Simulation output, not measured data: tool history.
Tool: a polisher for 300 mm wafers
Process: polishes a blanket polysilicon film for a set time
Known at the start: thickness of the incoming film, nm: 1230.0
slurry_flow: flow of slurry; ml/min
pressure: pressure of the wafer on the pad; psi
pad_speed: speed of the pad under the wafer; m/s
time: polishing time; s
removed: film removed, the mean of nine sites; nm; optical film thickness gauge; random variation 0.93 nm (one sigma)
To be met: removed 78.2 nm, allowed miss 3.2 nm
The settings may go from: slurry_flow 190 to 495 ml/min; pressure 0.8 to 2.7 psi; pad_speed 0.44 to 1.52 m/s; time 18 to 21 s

run	hour	slurry_flow	pressure	pad_speed	time	removed
1	0	320	1.7	0.98	21	96.304
2	5	270	1.7	0.98	21	95.068
3	8.4	270	1.6	0.98	21	89.411
4	9.7	270	1.6	1.22	21	111.51
5	10.7	270	1.8	1.22	21	125.22
6	13	270	2.1	1.22	21	145.62
7	21.4	270	1.8	1.2	21	121.55
8	23	270	1.6	1.2	21	108.91
9	27.7	270	1.4	1.2	21	96.247
10	32.9	270	1.3	1.2	21	91.675
11	39.3	270	1.2	1.2	21	82.134
12	43.9	270	1.2	1.2	21	82.977

Which of these 5 next moves meets every target?
A	48.5	270	1.3	1.2	21	?
B	48.5	385	1.2	1.22	19	?
C	48.5	325	1.2	1.22	21	?
D	48.5	260	1.6	1.12	20	?
E	48.5	270	1.1	1.3	18	?

move	removed
A	90.074
B	78.977
C	86.18
D	97.633
E	71.137
A: further off than the last run
B: meets every target
C: further off than the last run
D: further off than the last run
E: takes the result that was furthest off past its target
Move B is the one to make.
